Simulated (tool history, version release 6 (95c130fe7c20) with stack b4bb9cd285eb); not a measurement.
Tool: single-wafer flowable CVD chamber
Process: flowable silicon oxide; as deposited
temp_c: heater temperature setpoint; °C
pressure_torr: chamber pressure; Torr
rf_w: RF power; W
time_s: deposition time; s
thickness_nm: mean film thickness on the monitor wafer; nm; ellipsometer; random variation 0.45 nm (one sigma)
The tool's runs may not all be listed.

run,hour,temp_c,pressure_torr,rf_w,time_s,thickness_nm
1,0.0,95,0.764,1925,298,194.82
2,5.1,95,0.899,1925,298,227.44
3,11.6,97,0.899,1925,298,213.92
4,20.4,97,0.899,1650,298,203.09
5,29.4,99,0.899,1650,298,191.63
6,34.4,100,0.899,1650,298,187.16

The next listed run, before its measurement:
7,36.7,101,0.899,1650,298,?

Run 7 gave thickness_nm 180.82 nm.
